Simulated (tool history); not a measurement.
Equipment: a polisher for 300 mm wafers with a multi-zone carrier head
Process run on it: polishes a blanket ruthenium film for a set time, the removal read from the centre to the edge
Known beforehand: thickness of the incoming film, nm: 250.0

run  hour  flow of slurry (ml/min)  pressure of the head's centre zone  pressure of the head's middle zone  pressure of the head's edge zone  polishing time (s)  film removed at the wafer's centre (Å)  film removed at mid-radius (Å)  film removed at the wafer's edge (Å)
  1   0.0                      130                                1.00                                1.00                              1.00                  55                                  740.38                          709.03                                756.26
  2   8.2                      130                                0.94                                1.00                              1.00                  55                                  706.33                          714.25                                737.68
  3  11.2                      125                                0.93                                0.99                              1.02                  55                                  685.27                          702.43                                744.90
  4  15.3                      120                                0.92                                0.98                              1.02                  55                                  667.96                          684.85                                752.86
  5  17.4                      120                                0.99                                0.98                              1.02                  55                                  718.80                          677.93                                747.81
  6  18.6                      115                                0.98                                0.98                              1.02                  55                                  693.85                          680.90                                735.75
  7  23.3                       80                                0.91                                0.91                              1.07                  55                                  561.98                          557.03                                688.16

What will run 8 give?
  8  23.9                       85                                0.91                                0.92                              1.07                  55                                       ?                               ?                                     ?

film removed at the wafer's centre (Å): 577.02
film removed at mid-radius (Å): 566.97
film removed at the wafer's edge (Å): 694.24
